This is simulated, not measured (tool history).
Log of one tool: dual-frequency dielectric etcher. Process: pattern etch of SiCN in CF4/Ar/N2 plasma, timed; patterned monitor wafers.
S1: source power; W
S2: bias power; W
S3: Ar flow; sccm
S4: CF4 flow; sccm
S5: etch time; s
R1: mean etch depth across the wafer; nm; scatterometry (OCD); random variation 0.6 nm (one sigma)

{"run": 1, "hour": 0.0, "S1": 310, "S2": 50, "S3": 125, "S4": 53, "S5": 114, "R1": 66.136}
{"run": 2, "hour": 3.7, "S1": 350, "S2": 51, "S3": 125, "S4": 53, "S5": 114, "R1": 74.879}
{"run": 3, "hour": 8.1, "S1": 350, "S2": 51, "S3": 125, "S4": 57, "S5": 114, "R1": 77.326}
{"run": 4, "hour": 11.9, "S1": 370, "S2": 51, "S3": 125, "S4": 57, "S5": 114, "R1": 81.332}
{"hour": 16.4, "done": "wet clean of the chamber"}
{"run": 5, "hour": 16.4, "S1": 370, "S2": 51, "S3": 139, "S4": 57, "S5": 114, "R1": 76.858}
{"run": 6, "hour": 24.2, "S1": 370, "S2": 51, "S3": 139, "S4": 57, "S5": 114, "R1": 77.086}

Forecast run 7:
{"run": 7, "hour": 31.1, "S1": 370, "S2": 51, "S3": 139, "S4": 57, "S5": 114, "R1": "?"}

R1: 76.542 nm

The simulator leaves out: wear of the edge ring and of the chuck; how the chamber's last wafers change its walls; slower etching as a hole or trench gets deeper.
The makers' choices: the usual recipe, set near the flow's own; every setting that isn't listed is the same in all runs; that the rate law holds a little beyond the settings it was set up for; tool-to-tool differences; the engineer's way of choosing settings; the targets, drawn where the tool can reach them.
